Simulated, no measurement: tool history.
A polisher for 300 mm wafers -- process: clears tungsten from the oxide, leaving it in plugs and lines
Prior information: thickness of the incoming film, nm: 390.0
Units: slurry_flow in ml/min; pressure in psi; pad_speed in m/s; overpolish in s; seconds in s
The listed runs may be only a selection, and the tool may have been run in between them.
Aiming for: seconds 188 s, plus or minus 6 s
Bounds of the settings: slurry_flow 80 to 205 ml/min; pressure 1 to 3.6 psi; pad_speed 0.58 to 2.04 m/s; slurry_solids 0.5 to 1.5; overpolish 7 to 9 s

run,day,slurry_flow,pressure,pad_speed,slurry_solids,overpolish,seconds
1,0,135,2.3,1.3,1,9,113.45
2,0.129,135,2.3,1.3,1,9,113.67
3,0.279,135,2.3,1.58,1,9,97.709
4,0.567,130,2.1,1.56,1,9,110.34
5,0.608,130,2.6,1.56,1,9,92.45
6,0.879,130,2.1,1.56,1,9,110
7,1.196,125,1.9,1.56,1,9,120.28
8,1.475,125,1.9,1.56,1,9,121.9
9,1.779,120,1.8,1.56,1,9,127.33
10,1.979,115,1.7,1.56,1,9,133.72
11,2.175,110,1.6,1.56,1,9,142.98
12,2.438,105,1.5,1.56,1,9,151.85
13,2.579,90,1,1.56,1,9,215.43
14,2.846,95,1,1.56,1,9,215.68
15,3.208,95,1,1.56,1,9,215.11
16,3.475,100,1,1.56,1,9,212.97

5 next moves are on the table. One of them brings every result within its allowed miss. Which?
A,3.742,90,1,1.6,1.2,7,?
B,3.742,110,1.1,1.72,1.15,9,?
C,3.742,80,1.5,0.98,1.3,9,?
D,3.742,110,1.1,1.7,0.9,9,?
E,3.742,90,1.2,1.42,0.9,9,?

move,seconds
A,203.66
B,173.04
C,204.12
D,185.45
E,206.35
A: nearer the targets than the last run, but a result is still out of spec
B: pushes the last run's worst result past its target
C: nearer the targets than the last run, but a result is still out of spec
D: all results land within tolerance of their targets
E: nearer the targets than the last run, but a result is still out of spec
Go with D: it meets all targets.

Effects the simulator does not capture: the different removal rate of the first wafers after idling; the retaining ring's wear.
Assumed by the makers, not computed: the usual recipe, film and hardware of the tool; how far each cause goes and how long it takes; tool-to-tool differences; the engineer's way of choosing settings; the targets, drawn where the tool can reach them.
